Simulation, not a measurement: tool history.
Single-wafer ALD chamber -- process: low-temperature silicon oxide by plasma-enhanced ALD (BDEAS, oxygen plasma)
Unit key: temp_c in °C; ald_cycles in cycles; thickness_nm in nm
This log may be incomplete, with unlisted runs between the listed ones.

| run | day | temp_c | ald_cycles | thickness_nm |
|---|---|---|---|---|
| 1 | 0 | 120 | 61 | 8.3363 |
| 2 | 0.117 | 110 | 61 | 8.4484 |
| 3 | 0.192 | 110 | 54 | 7.5075 |
| 4 | 0.554 | 114 | 54 | 7.3839 |
| 5 | 0.808 | 112 | 58 | 8.0597 |
| 6 | 1.108 | 112 | 52 | 7.1575 |

Expected results for the next run?
| 7 | 1.221 | 110 | 57 | ? |

thickness_nm: 7.9065 nm

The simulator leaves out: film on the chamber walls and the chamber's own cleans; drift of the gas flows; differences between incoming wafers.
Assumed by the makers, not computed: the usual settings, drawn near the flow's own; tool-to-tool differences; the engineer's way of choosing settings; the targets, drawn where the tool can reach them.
